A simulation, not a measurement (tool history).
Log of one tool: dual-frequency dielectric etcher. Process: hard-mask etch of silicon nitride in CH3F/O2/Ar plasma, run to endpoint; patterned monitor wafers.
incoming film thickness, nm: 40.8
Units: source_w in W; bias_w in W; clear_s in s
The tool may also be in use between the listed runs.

run	hour	source_w	bias_w	clear_s
1	0	420	96	54.987
2	8.7	420	110	51.873
3	16.7	440	110	51.591
4	23.5	440	93	55.009
5	24.6	440	107	51.818
6	32.8	440	121	48.667

Run 7 comes next. What will it give?
7	41.4	420	116	?

Run 7 gave clear_s 50.424 s.
